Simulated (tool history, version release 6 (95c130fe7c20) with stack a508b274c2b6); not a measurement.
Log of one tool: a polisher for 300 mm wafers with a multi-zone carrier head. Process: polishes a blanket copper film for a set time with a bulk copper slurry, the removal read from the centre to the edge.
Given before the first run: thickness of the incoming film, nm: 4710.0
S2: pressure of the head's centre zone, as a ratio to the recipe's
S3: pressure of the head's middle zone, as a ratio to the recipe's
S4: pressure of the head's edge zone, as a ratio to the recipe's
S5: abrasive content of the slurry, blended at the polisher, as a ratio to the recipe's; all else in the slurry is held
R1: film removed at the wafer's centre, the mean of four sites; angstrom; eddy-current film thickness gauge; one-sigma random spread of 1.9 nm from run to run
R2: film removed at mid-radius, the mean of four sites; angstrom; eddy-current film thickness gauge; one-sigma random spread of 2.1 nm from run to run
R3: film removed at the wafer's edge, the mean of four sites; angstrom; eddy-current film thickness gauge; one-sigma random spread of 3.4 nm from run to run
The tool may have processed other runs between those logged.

run 1 hour=0 | flow_of_slurry_(ml/min)=215 S2=1 S3=1 S4=1 S5=1 polishing_time_(s)=41 | R1=2999.7 R2=3151.7 R3=3139.2
run 2 hour=2.2 | flow_of_slurry_(ml/min)=200 S2=0.96 S3=0.95 S4=0.98 S5=0.95 polishing_time_(s)=41 | R1=2874.4 R2=2973.7 R3=3000.8
run 3 hour=5.2 | flow_of_slurry_(ml/min)=190 S2=0.92 S3=0.91 S4=1.01 S5=0.9 polishing_time_(s)=41 | R1=2674.7 R2=2810.3 R3=3064.3
run 4 hour=6 | flow_of_slurry_(ml/min)=190 S2=0.97 S3=0.91 S4=1.01 S5=0.9 polishing_time_(s)=41 | R1=2782.8 R2=2819.2 R3=3024.6
run 5 hour=13.7 | flow_of_slurry_(ml/min)=180 S2=0.94 S3=0.88 S4=1 S5=0.85 polishing_time_(s)=41 | R1=2632.4 R2=2669.4 R3=2953.2
run 6 hour=21.3 | flow_of_slurry_(ml/min)=180 S2=0.94 S3=0.83 S4=1 S5=0.85 polishing_time_(s)=41 | R1=2669.7 R2=2545.4 R3=2946.7
run 7 hour=26.8 | flow_of_slurry_(ml/min)=170 S2=0.92 S3=0.83 S4=0.99 S5=0.85 polishing_time_(s)=41 | R1=2580.7 R2=2529.9 R3=2970.8

Run 8 comes next. What will it give?
run 8 hour=35.7 | flow_of_slurry_(ml/min)=165 S2=0.88 S3=0.85 S4=0.91 S5=0.7 polishing_time_(s)=41 | R1=? R2=? R3=?

R1: 2288.5 angstrom
R2: 2356.4 angstrom
R3: 2572.7 angstrom

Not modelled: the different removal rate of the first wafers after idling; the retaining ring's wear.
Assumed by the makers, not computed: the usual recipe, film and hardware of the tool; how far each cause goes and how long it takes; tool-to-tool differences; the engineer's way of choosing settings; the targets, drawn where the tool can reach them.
